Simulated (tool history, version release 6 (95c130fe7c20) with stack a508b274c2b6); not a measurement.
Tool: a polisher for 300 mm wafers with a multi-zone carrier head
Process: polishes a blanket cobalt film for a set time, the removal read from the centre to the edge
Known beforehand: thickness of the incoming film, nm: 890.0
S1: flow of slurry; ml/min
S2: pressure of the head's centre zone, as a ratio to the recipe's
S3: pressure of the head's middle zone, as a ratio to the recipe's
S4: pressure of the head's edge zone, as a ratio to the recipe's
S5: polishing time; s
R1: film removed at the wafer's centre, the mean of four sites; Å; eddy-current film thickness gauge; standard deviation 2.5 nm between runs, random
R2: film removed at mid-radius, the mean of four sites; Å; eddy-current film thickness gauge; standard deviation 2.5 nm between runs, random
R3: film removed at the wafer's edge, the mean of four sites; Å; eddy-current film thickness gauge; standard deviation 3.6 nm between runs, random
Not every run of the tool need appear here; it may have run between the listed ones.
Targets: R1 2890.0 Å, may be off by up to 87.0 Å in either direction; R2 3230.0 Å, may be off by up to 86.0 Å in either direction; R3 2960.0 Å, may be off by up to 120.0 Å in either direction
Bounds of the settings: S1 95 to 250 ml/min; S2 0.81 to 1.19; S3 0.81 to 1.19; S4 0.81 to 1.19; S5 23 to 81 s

run	hour	S1	S2	S3	S4	S5	R1	R2	R3
1	0.0	160	1.00	1.00	1.00	52	3376.0	3283.0	3325.8
2	6.1	160	1.00	1.00	1.00	58	3725.5	3675.4	3722.7
3	14.6	135	1.00	1.00	1.00	58	3698.4	3541.3	3641.3
4	22.0	135	1.00	0.94	1.00	58	3693.0	3438.4	3622.1
5	24.7	135	0.98	0.95	0.97	57	3520.5	3308.9	3565.3
6	26.2	135	0.98	0.95	0.92	57	3612.5	3380.2	3437.3
7	27.6	135	0.96	0.97	0.91	56	3470.4	3388.3	3404.1
8	31.2	135	0.95	0.98	0.90	55	3374.8	3315.1	3306.4
9	37.6	135	0.94	0.99	0.89	54	3333.6	3318.4	3290.7
10	41.0	135	0.93	1.00	0.88	53	3163.3	3261.7	3225.4
11	48.3	135	0.93	1.01	0.87	53	3287.6	3312.7	3238.3

Pick the move, out of 4, that brings all results within their allowed miss; only one does.
A	55.6	205	0.87	1.08	0.92	47	?	?	?
B	55.6	100	1.00	0.84	0.97	61	?	?	?
C	55.6	125	1.06	1.03	0.84	49	?	?	?
D	55.6	175	0.82	1.14	0.84	49	?	?	?

move	R1	R2	R3
A	2883.8	3276.0	2976.7
B	3639.5	3149.1	3678.6
C	3147.2	3079.5	2882.0
D	2847.8	3506.0	2972.8
A: each result inside its tolerance
B: misses by more than the last run did
C: nearer the targets than the last run, but a result is still out of spec
D: gets the furthest-off result to its target, but another result is out of tolerance
So the answer is move A, the one that meets all the targets.
